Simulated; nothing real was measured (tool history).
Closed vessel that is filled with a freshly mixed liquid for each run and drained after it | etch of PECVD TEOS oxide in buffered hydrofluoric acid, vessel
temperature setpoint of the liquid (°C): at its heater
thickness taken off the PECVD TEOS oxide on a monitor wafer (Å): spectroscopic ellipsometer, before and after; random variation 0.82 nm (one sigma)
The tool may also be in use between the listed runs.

run,hour,temperature setpoint of the liquid (°C),parts of 40 % ammonium fluoride to one part of 49 % hydrofluoric acid (parts by volume),time in the liquid (s),thickness taken off the PECVD TEOS oxide on a monitor wafer (Å)
1,0.0,22.0,9.0,95,1656.1
2,2.3,23.0,9.0,95,1742.3
3,7.4,23.5,9.0,95,1794.3
4,16.2,24.0,9.0,95,1835.8
5,24.9,21.0,9.0,95,1559.0
6,31.6,21.0,10.0,95,1467.8

The next listed run, before its measurement:
7,36.3,25.0,10.0,95,?

Run 7 gave thickness taken off the PECVD TEOS oxide on a monitor wafer (Å) 1821.8.

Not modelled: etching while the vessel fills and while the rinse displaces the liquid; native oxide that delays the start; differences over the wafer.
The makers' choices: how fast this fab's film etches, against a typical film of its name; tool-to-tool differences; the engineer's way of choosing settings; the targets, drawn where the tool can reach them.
